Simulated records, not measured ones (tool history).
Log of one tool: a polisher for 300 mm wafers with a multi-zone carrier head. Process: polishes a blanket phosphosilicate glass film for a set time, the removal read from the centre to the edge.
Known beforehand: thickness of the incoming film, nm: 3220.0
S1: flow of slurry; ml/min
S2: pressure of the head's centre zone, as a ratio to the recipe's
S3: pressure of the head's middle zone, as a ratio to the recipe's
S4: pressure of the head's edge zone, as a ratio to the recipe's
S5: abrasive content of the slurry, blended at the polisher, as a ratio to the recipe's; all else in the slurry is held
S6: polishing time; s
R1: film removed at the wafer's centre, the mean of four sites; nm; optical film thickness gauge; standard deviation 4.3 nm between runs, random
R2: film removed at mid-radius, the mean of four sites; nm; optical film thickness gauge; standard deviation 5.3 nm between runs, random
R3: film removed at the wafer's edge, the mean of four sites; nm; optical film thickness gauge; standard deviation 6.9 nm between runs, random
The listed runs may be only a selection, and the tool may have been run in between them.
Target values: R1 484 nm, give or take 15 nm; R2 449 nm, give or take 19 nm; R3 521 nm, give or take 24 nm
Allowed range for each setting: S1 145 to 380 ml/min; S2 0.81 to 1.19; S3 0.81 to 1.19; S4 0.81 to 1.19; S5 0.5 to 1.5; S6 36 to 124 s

| run | hour | S1 | S2 | S3 | S4 | S5 | S6 | R1 | R2 | R3 |
|---|---|---|---|---|---|---|---|---|---|---|
| 1 | 0 | 245 | 1 | 1 | 1 | 1 | 79 | 587.95 | 586.41 | 591.02 |
| 2 | 8.2 | 245 | 1 | 0.97 | 1 | 1 | 79 | 613.12 | 588.31 | 574.47 |
| 3 | 9.2 | 245 | 0.93 | 0.97 | 1 | 1 | 79 | 563.68 | 583.34 | 571.23 |
| 4 | 10.6 | 220 | 0.92 | 0.93 | 1.06 | 0.9 | 79 | 537.34 | 528.77 | 565.59 |
| 5 | 16.5 | 220 | 0.92 | 0.93 | 1.06 | 0.9 | 62 | 413.62 | 409.01 | 435.99 |
| 6 | 25.4 | 220 | 0.92 | 0.93 | 1.06 | 1.05 | 62 | 439.92 | 440.25 | 475.79 |
| 7 | 33.8 | 230 | 0.94 | 0.93 | 1.08 | 1.05 | 62 | 456.59 | 444.46 | 479.93 |
| 8 | 35.9 | 230 | 0.95 | 0.92 | 1.11 | 1.05 | 62 | 463.95 | 428.14 | 478.7 |

Below are 5 possible settings for the next run. Only one of them brings all results inside the allowed miss of their targets. Which is it?
| A | 38 | 265 | 1.04 | 0.98 | 1.09 | 0.95 | 57 | ? | ? | ? |
| B | 38 | 265 | 1.04 | 0.94 | 1.06 | 0.85 | 66 | ? | ? | ? |
| C | 38 | 150 | 0.99 | 0.81 | 1.19 | 1.05 | 65 | ? | ? | ? |
| D | 38 | 300 | 1.09 | 0.94 | 1.14 | 0.85 | 61 | ? | ? | ? |
| E | 38 | 175 | 0.93 | 0.86 | 1.08 | 1.05 | 68 | ? | ? | ? |

| move | R1 | R2 | R3 |
|---|---|---|---|
| A | 443 | 409.64 | 424.2 |
| B | 484.54 | 432.8 | 457.91 |
| C | 483.86 | 401.59 | 515.98 |
| D | 471.48 | 403.3 | 441.93 |
| E | 485.22 | 446.47 | 517.54 |
A: its largest miss is bigger than the last run's
B: its largest miss is bigger than the last run's
C: gets the furthest-off result to its target, but another result is out of tolerance
D: its largest miss is bigger than the last run's
E: all results in spec
E meets every target.

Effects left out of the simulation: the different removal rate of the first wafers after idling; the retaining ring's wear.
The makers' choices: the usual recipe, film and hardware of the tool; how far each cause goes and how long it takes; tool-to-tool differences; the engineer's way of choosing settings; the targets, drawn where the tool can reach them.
